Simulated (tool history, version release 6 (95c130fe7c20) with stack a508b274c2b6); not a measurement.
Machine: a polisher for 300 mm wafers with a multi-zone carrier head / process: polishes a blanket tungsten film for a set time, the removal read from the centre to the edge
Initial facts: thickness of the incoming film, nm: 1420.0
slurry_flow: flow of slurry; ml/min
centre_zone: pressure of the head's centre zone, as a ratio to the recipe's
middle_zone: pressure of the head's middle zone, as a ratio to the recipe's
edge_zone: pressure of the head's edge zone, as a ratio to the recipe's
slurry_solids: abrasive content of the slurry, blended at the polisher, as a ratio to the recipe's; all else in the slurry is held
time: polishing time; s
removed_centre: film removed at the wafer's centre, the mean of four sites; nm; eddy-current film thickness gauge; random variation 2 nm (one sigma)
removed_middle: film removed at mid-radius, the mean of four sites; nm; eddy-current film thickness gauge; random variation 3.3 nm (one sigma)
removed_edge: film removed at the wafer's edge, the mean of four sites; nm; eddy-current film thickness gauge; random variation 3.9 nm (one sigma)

run,day,slurry_flow,centre_zone,middle_zone,edge_zone,slurry_solids,time,removed_centre,removed_middle,removed_edge
1,0,290,1,1,1,1,53,275.12,283.03,269.76
2,0.258,300,1.02,1.01,1.05,1.05,53,283.83,288.99,283.23
3,0.308,335,1.02,1.01,1.05,1.05,53,288.15,290.5,286.59
4,0.467,335,1.02,1.01,1.12,1.05,53,289.16,284.99,293.74
5,0.75,345,1.03,1.03,1.14,1.1,53,296.86,298.74,299.31
6,0.938,345,1.03,1.03,1.14,1,53,289.1,289.55,294.86

For run 7, what comes out?
7,0.992,345,1.03,1.03,1.14,1,53,?,?,?

Logged for run 7: removed_centre 283.24 nm, removed_middle 291.63 nm, removed_edge 293.56 nm.
